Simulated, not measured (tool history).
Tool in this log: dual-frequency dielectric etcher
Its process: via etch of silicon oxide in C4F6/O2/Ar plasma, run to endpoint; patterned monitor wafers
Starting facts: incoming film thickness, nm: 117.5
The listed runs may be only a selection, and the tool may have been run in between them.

run 1 hour=0.0 | bias_power_(W)=342 source_power_(W)=430 Ar_flow_(sccm)=314 | endpoint_time_(s)=27.200
run 2 hour=5.6 | bias_power_(W)=342 source_power_(W)=380 Ar_flow_(sccm)=314 | endpoint_time_(s)=28.359
run 3 hour=10.6 | bias_power_(W)=398 source_power_(W)=380 Ar_flow_(sccm)=314 | endpoint_time_(s)=26.964
run 4 hour=13.2 | bias_power_(W)=398 source_power_(W)=380 Ar_flow_(sccm)=276 | endpoint_time_(s)=26.652
run 5 hour=18.0 | bias_power_(W)=398 source_power_(W)=310 Ar_flow_(sccm)=276 | endpoint_time_(s)=28.558
run 6 hour=20.1 | bias_power_(W)=356 source_power_(W)=290 Ar_flow_(sccm)=281 | endpoint_time_(s)=30.246
run 7 hour=23.9 | bias_power_(W)=325 source_power_(W)=280 Ar_flow_(sccm)=285 | endpoint_time_(s)=31.619

Predict the results of run 8:
run 8 hour=32.8 | bias_power_(W)=304 source_power_(W)=270 Ar_flow_(sccm)=286 | endpoint_time_(s)=?

Run 8 produced endpoint time (s) 32.495.
